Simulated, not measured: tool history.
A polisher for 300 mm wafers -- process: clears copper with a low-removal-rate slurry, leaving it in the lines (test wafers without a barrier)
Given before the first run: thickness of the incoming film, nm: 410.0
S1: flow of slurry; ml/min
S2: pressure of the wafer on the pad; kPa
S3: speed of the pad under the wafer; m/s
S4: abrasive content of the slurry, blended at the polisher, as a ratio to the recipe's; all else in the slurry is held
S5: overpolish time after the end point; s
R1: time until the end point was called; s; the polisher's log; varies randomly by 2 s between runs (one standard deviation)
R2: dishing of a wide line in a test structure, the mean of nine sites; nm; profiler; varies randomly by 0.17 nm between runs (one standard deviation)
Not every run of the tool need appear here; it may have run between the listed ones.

run    day   S1    S2    S3    S4  S5      R1      R2
  1      0  195  23.4  0.94     1  17  148.49  30.844
  2  0.371  195  20.7  0.96     1  14  157.64  24.472
  3  0.596  195  24.1  0.96     1  14  141.43  26.085
  4  0.708  195  24.1  0.86     1  14  160.86  25.705
  5  0.983  195  24.1  0.78     1  14  173.49  22.603
  6  1.117  195  29.6  0.78     1  14   151.3  26.387
  7  1.321  175  24.1  0.86  0.85  12  167.09   21.48
  8  1.371  210    20  0.86  1.05  10  173.99  17.121
  9  1.471  235  17.2  0.84  1.15   9  189.31  13.932
 10  1.583  255  15.2  0.84  1.25   8   202.9  11.724
 11  1.946  270  13.8  0.86   1.3   7  199.82  10.103
 12  2.192  280  13.1  0.88  1.35   6  200.19  8.7427
 13  2.329  285  13.1  0.88   1.4   6  204.46  8.7581
 14  2.412  290  12.4  0.92  1.45   6  197.11  9.0792
 15    2.5  295  11.7  0.94  1.45   6  199.19  9.0477
 16  2.638  300  12.4  0.92  1.45   6  195.17  9.1212

What does the tool deliver on the next run?
 17  2.704  300  11.7  0.94  1.45   6   ?   ?

R1: 192.92 s
R2: 9.1716 nm
